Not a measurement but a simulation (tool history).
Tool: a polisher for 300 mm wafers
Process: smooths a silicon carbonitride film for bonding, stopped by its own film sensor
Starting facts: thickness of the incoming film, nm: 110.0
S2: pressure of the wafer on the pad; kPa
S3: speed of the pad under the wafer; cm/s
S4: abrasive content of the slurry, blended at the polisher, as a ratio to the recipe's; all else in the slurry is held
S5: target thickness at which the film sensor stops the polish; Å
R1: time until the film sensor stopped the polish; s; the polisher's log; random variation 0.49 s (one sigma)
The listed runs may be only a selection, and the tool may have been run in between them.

Run 1, hour 0.0: flow of slurry (ml/min) 205, S2 16.5 kPa, S3 98 cm/s, S4 1.0, S5 930 Å. Result: R1 47.391 s.
Run 2, hour 8.2: flow of slurry (ml/min) 205, S2 17.2 kPa, S3 98 cm/s, S4 1.0, S5 930 Å. Result: R1 45.665 s.
Run 3, hour 12.9: flow of slurry (ml/min) 205, S2 17.9 kPa, S3 98 cm/s, S4 1.0, S5 930 Å. Result: R1 43.317 s.
Run 4, hour 19.0: flow of slurry (ml/min) 205, S2 18.6 kPa, S3 98 cm/s, S4 1.0, S5 930 Å. Result: R1 42.179 s.
Run 5, hour 26.4: flow of slurry (ml/min) 205, S2 18.6 kPa, S3 78 cm/s, S4 1.0, S5 930 Å. Result: R1 49.287 s.
Run 6, hour 34.2: flow of slurry (ml/min) 205, S2 18.6 kPa, S3 78 cm/s, S4 1.0, S5 930 Å. Result: R1 49.788 s.
Run 7, hour 41.0: flow of slurry (ml/min) 205, S2 20.0 kPa, S3 78 cm/s, S4 1.0, S5 930 Å. Result: R1 46.673 s.

Run 8, settings as shown, results not yet in. Your forecast:
Run 8, hour 50.0: flow of slurry (ml/min) 205, S2 20.7 kPa, S3 78 cm/s, S4 1.0, S5 930 Å. Result: R1 ?.

{"run 8": {"R1": 45.071}}

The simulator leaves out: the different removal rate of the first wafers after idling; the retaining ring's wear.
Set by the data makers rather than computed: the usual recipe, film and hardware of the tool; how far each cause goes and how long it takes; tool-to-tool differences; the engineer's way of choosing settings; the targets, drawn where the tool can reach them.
